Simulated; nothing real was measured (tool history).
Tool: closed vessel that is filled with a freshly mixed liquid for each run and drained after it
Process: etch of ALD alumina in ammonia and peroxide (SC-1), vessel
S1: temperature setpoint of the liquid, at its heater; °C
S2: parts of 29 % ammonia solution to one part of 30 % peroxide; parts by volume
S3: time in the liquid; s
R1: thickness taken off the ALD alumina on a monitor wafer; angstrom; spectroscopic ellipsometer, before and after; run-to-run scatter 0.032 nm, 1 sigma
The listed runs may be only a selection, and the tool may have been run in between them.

{"run": 1, "hour": 0.0, "S1": 57.0, "S2": 0.7, "S3": 200, "R1": 92.024}
{"run": 2, "hour": 1.6, "S1": 57.5, "S2": 0.7, "S3": 200, "R1": 94.277}
{"run": 3, "hour": 4.6, "S1": 57.5, "S2": 0.45, "S3": 200, "R1": 90.427}
{"run": 4, "hour": 8.9, "S1": 57.5, "S2": 0.35, "S3": 200, "R1": 87.944}
{"run": 5, "hour": 18.2, "S1": 63.0, "S2": 0.35, "S3": 200, "R1": 117.24}
{"run": 6, "hour": 22.0, "S1": 62.5, "S2": 0.35, "S3": 200, "R1": 113.89}
{"run": 7, "hour": 24.0, "S1": 62.0, "S2": 0.35, "S3": 200, "R1": 111.02}

Predict the results of run 8:
{"run": 8, "hour": 26.7, "S1": 61.5, "S2": 0.35, "S3": 200, "R1": "?"}

R1: 108.030 angstrom
